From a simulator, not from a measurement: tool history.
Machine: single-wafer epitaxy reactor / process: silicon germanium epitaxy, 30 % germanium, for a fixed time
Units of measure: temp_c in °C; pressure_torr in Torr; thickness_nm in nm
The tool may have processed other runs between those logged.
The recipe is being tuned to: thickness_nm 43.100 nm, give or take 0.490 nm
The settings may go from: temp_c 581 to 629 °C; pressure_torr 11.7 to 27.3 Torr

run	hour	temp_c	pressure_torr	thickness_nm
1	0.0	605	19.5	57.133
2	4.9	605	22.2	60.652
3	13.0	605	21.0	59.224
4	20.9	605	23.5	61.986
5	25.2	599	23.5	54.611
6	33.0	599	26.3	57.263
7	40.5	599	26.3	57.164
8	46.5	595	26.3	52.446
9	54.9	592	26.3	49.286
10	57.9	590	26.3	47.162
11	65.8	589	26.3	46.054
12	69.3	588	26.3	45.102
13	71.5	587	26.3	44.014

5 candidate next runs follow, results not yet known. Just one meets every target within its allowed miss. Identify it.
A	73.7	584	26.9	?
B	73.7	584	27.3	?
C	73.7	587	24.9	?
D	73.7	586	24.3	?
E	73.7	584	26.7	?

move	thickness_nm
A	41.631
B	41.879
C	43.102
D	41.755
E	41.506
A: takes the result that was furthest off past its target
B: takes the result that was furthest off past its target
C: all results land within tolerance of their targets
D: takes the result that was furthest off past its target
E: takes the result that was furthest off past its target
C is the move that brings every result within its allowed miss.

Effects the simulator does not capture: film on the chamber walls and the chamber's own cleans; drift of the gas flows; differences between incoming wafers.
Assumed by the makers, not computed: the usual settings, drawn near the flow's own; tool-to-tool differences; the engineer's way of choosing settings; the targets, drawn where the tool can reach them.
